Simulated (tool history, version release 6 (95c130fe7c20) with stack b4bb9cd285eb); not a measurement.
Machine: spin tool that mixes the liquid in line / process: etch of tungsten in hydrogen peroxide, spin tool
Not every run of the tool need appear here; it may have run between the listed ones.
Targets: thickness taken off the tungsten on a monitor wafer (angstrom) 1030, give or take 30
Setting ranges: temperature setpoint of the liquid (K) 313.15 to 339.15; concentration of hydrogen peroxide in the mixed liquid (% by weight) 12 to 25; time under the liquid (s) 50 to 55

run  hour  temperature setpoint of the liquid (K)  concentration of hydrogen peroxide in the mixed liquid (% by weight)  time under the liquid (s)  thickness taken off the tungsten on a monitor wafer (angstrom)
  1     0                                  329.15                                                                    17                         50                                                          1351.1
  2   1.5                                  327.65                                                                    17                         50                                                          1230.5
  3   2.2                                  331.65                                                                    17                         50                                                          1552.1
  4   5.9                                  329.65                                                                    17                         50                                                          1388.5
  5   6.4                                  333.15                                                                    17                         50                                                          1694.9
  6  14.5                                  330.65                                                                    17                         50                                                          1473.4
  7    21                                  328.65                                                                    17                         50                                                          1331.3
  8  22.9                                  327.15                                                                    17                         50                                                          1201.8

Pick the move, out of 4, that brings all results within their allowed miss; only one does.
  A  24.8                                  325.15                                                                    16                         50                                                               ?
  B  24.8                                  326.15                                                                    16                         50                                                               ?
  C  24.8                                  325.15                                                                    18                         50                                                               ?
  D  24.8                                  329.15                                                                  17.5                         50                                                               ?

move  thickness taken off the tungsten on a monitor wafer (angstrom)
   A                                                          1025.8
   B                                                          1089.4
   C                                                            1088
   D                                                          1361.8
A: all results in spec
B: an improvement on the last run, though not all results are within tolerance
C: an improvement on the last run, though not all results are within tolerance
D: moves away from the targets compared with the last run
A is the move that brings every result within its allowed miss.
